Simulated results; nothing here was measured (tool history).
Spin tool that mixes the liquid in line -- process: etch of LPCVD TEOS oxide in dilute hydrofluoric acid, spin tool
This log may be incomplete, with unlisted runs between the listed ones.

run	day	temperature setpoint of the liquid (C)	parts of water to one part of 49 % hydrofluoric acid (parts by volume)	time under the liquid (s)	thickness taken off the LPCVD TEOS oxide on a monitor wafer (nm)
1	0.000	23.0	270	105	10.0290
2	0.092	22.0	270	105	9.6030
3	0.433	22.0	315	105	7.9057
4	0.550	22.0	220	105	12.4240
5	0.750	20.0	220	105	11.6070
6	0.971	22.0	220	105	12.5810
7	1.217	20.5	230	105	11.1960
8	1.492	19.5	235	105	10.4810
9	1.658	18.5	240	105	9.8018

Estimate the outcome of run 10 from the log above:
10	1.971	18.0	240	105	?

Logged for run 10: thickness taken off the LPCVD TEOS oxide on a monitor wafer (nm) 9.5083.
